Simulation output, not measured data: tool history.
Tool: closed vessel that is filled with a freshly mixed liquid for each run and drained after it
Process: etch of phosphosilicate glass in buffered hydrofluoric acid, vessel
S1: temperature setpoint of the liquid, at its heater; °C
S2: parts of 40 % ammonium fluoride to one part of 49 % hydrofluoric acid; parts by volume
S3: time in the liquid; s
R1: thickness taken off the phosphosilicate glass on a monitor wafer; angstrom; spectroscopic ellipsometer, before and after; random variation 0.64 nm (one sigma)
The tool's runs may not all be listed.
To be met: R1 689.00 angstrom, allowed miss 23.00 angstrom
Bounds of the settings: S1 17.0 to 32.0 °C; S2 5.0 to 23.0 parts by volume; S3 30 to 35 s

run 1 hour=0.0 | S1=25.0 S2=14.0 S3=35 | R1=1185.10
run 2 hour=7.7 | S1=26.5 S2=14.0 S3=35 | R1=1288.50
run 3 hour=9.2 | S1=24.5 S2=14.5 S3=35 | R1=1119.10
run 4 hour=12.1 | S1=23.0 S2=15.0 S3=35 | R1=987.03
run 5 hour=16.3 | S1=22.0 S2=15.0 S3=35 | R1=940.73
run 6 hour=22.9 | S1=21.0 S2=15.0 S3=35 | R1=911.77
run 7 hour=28.7 | S1=20.0 S2=15.5 S3=35 | R1=817.82
run 8 hour=33.0 | S1=20.0 S2=15.5 S3=35 | R1=812.05
run 9 hour=39.2 | S1=19.5 S2=15.5 S3=35 | R1=780.00
run 10 hour=43.9 | S1=19.0 S2=15.5 S3=35 | R1=772.64
run 11 hour=46.3 | S1=18.5 S2=15.5 S3=35 | R1=748.91
run 12 hour=54.6 | S1=18.5 S2=15.5 S3=35 | R1=738.04
run 13 hour=61.8 | S1=18.0 S2=15.5 S3=35 | R1=733.05
-- hour=66.3 thermometer replaced
run 14 hour=66.3 | S1=17.0 S2=16.0 S3=35 | R1=612.96

4 next moves are on the table. One of them brings every result within its allowed miss. Which?
run A hour=70.8 | S1=18.5 S2=14.0 S3=30 | R1=?
run B hour=70.8 | S1=18.0 S2=16.5 S3=35 | R1=?
run C hour=70.8 | S1=17.0 S2=15.0 S3=35 | R1=?
run D hour=70.8 | S1=17.0 S2=14.0 S3=35 | R1=?

move=A R1=635.15
move=B R1=612.72
move=C R1=635.75
move=D R1=680.39
A: nearer than the last run, and not there yet
B: as far off as the last run
C: nearer than the last run, and not there yet
D: meets every target
Answer: D
